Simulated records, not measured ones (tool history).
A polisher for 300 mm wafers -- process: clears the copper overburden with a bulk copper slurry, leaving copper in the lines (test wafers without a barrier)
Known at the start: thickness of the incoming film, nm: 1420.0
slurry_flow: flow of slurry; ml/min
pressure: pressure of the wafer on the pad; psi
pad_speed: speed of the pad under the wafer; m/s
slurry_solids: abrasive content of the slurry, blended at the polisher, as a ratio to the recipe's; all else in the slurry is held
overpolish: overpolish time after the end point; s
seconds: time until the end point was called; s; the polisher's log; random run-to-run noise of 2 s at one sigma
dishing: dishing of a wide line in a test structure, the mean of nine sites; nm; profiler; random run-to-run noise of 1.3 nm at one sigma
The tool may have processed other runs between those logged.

{"run": 1, "hour": 0.0, "slurry_flow": 205, "pressure": 3.5, "pad_speed": 0.94, "slurry_solids": 1, "overpolish": 30, "seconds": 158.54, "dishing": 114.17}
{"run": 2, "hour": 5.2, "slurry_flow": 205, "pressure": 3.4, "pad_speed": 1, "slurry_solids": 1, "overpolish": 24, "seconds": 153.77, "dishing": 106.56}
{"run": 3, "hour": 11.2, "slurry_flow": 210, "pressure": 3.2, "pad_speed": 1.08, "slurry_solids": 1.05, "overpolish": 20, "seconds": 144.02, "dishing": 96.887}
{"run": 4, "hour": 12.8, "slurry_flow": 215, "pressure": 3.2, "pad_speed": 1.1, "slurry_solids": 1.05, "overpolish": 18, "seconds": 145.69, "dishing": 90.444}
{"run": 5, "hour": 19.1, "slurry_flow": 215, "pressure": 3.3, "pad_speed": 1.12, "slurry_solids": 1.05, "overpolish": 17, "seconds": 138.64, "dishing": 93.592}
{"run": 6, "hour": 23.4, "slurry_flow": 215, "pressure": 3.3, "pad_speed": 1.12, "slurry_solids": 1.05, "overpolish": 24, "seconds": 138.3, "dishing": 110.09}
{"run": 7, "hour": 27.5, "slurry_flow": 215, "pressure": 3.3, "pad_speed": 1.12, "slurry_solids": 1.05, "overpolish": 21, "seconds": 137.79, "dishing": 104.53}

Run 8 comes next. What will it give?
{"run": 8, "hour": 28.1, "slurry_flow": 215, "pressure": 3.3, "pad_speed": 1.12, "slurry_solids": 1.05, "overpolish": 18, "seconds": "?", "dishing": "?"}

Run 8 gave seconds 135.74 s, dishing 96.989 nm.

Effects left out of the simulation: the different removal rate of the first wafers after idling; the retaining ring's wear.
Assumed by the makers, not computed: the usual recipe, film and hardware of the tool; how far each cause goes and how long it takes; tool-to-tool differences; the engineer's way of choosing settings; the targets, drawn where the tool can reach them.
